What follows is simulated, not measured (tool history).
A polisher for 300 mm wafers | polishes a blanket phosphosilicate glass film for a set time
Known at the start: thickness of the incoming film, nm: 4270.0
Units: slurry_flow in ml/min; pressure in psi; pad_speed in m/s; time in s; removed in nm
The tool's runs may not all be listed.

{"run": 1, "hour": 0.0, "slurry_flow": 180, "pressure": 3.1, "pad_speed": 0.92, "slurry_solids": 1, "time": 53, "removed": 486.38}
{"run": 2, "hour": 2.2, "slurry_flow": 190, "pressure": 3.1, "pad_speed": 0.92, "slurry_solids": 1, "time": 53, "removed": 487.55}
{"run": 3, "hour": 9.2, "slurry_flow": 190, "pressure": 2.6, "pad_speed": 0.92, "slurry_solids": 1, "time": 53, "removed": 427.11}
{"run": 4, "hour": 12.3, "slurry_flow": 190, "pressure": 2.6, "pad_speed": 0.92, "slurry_solids": 1, "time": 56, "removed": 447.4}
{"run": 5, "hour": 15.2, "slurry_flow": 190, "pressure": 2.6, "pad_speed": 0.72, "slurry_solids": 1, "time": 56, "removed": 365.91}
{"run": 6, "hour": 21.3, "slurry_flow": 145, "pressure": 2.6, "pad_speed": 0.72, "slurry_solids": 1, "time": 56, "removed": 354.09}
{"run": 7, "hour": 22.0, "slurry_flow": 160, "pressure": 2.9, "pad_speed": 0.72, "slurry_solids": 1, "time": 56, "removed": 396.32}
{"run": 8, "hour": 26.4, "slurry_flow": 175, "pressure": 3.1, "pad_speed": 0.72, "slurry_solids": 1, "time": 56, "removed": 423.4}
{"run": 9, "hour": 35.2, "slurry_flow": 185, "pressure": 3.3, "pad_speed": 0.72, "slurry_solids": 1, "time": 56, "removed": 449.98}
{"run": 10, "hour": 38.3, "slurry_flow": 190, "pressure": 3.4, "pad_speed": 0.72, "slurry_solids": 1, "time": 56, "removed": 458.5}
{"run": 11, "hour": 39.0, "slurry_flow": 190, "pressure": 3.5, "pad_speed": 0.72, "slurry_solids": 1, "time": 56, "removed": 473.13}
{"run": 12, "hour": 39.7, "slurry_flow": 190, "pressure": 3.6, "pad_speed": 0.72, "slurry_solids": 1, "time": 56, "removed": 480.49}

Forecast run 13:
{"run": 13, "hour": 42.8, "slurry_flow": 190, "pressure": 3.7, "pad_speed": 0.72, "slurry_solids": 1, "time": 56, "removed": "?"}

removed: 495.44 nm
